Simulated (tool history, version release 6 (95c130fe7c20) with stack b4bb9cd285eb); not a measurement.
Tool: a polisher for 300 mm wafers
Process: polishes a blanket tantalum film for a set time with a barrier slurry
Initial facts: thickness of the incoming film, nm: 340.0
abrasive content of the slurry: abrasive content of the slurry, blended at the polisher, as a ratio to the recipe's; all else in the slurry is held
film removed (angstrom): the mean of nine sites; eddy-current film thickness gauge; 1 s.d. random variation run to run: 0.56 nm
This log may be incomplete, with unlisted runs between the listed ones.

run,hour,flow of slurry (ml/min),pressure of the wafer on the pad (psi),speed of the pad under the wafer (cm/s),abrasive content of the slurry,polishing time (s),film removed (angstrom)
1,0,175,1.8,100,1,47,713.36
2,1.2,175,1.7,100,1,47,690.67
3,5.2,175,1.7,90,1,47,627.36
4,13.3,175,1.7,114,1,47,788.25
5,17.6,175,1.7,114,0.9,47,753.22
6,23.9,175,1.6,114,0.9,47,701.01
7,31.1,175,1.5,114,0.9,47,662.95

Estimate the outcome of run 8 from the log above:
8,34.8,175,1.4,114,0.9,47,?

Run 8 gave film removed (angstrom) 617.94.
